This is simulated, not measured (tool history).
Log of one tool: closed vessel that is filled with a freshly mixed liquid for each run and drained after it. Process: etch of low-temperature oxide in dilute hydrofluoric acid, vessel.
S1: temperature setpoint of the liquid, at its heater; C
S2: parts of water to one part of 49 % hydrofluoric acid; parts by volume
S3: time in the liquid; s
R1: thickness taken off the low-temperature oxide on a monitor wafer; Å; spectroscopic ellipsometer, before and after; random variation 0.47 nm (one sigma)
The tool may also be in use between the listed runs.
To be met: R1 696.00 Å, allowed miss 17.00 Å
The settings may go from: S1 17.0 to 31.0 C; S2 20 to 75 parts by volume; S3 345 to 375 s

Run 1, hour 0.0: S1 23.0 C, S2 45 parts by volume, S3 345 s. Result: R1 854.26 Å.
Run 2, hour 8.5: S1 23.0 C, S2 45 parts by volume, S3 375 s. Result: R1 926.91 Å.
Run 3, hour 13.4: S1 23.0 C, S2 55 parts by volume, S3 375 s. Result: R1 745.37 Å.
Run 4, hour 17.3: S1 23.0 C, S2 55 parts by volume, S3 375 s. Result: R1 752.89 Å.
Run 5, hour 18.3: S1 25.0 C, S2 55 parts by volume, S3 375 s. Result: R1 820.55 Å.
Run 6, hour 19.8: S1 25.0 C, S2 50 parts by volume, S3 375 s. Result: R1 905.42 Å.
Run 7, hour 28.4: S1 23.5 C, S2 50 parts by volume, S3 375 s. Result: R1 851.65 Å.
Run 8, hour 36.7: S1 22.5 C, S2 50 parts by volume, S3 375 s. Result: R1 819.18 Å.

Which of these 4 next moves meets every target?
Run A, hour 45.0: S1 17.0 C, S2 45 parts by volume, S3 345 s. Result: R1 ?.
Run B, hour 45.0: S1 21.5 C, S2 50 parts by volume, S3 365 s. Result: R1 ?.
Run C, hour 45.0: S1 19.5 C, S2 50 parts by volume, S3 345 s. Result: R1 ?.
Run D, hour 45.0: S1 23.0 C, S2 55 parts by volume, S3 350 s. Result: R1 ?.

move      R1
   A  673.26
   B  772.63
   C  671.05
   D  712.42
A: takes the result that was furthest off past its target
B: nearer than the last run, and not there yet
C: takes the result that was furthest off past its target
D: meets every target
Move D is the one to make.
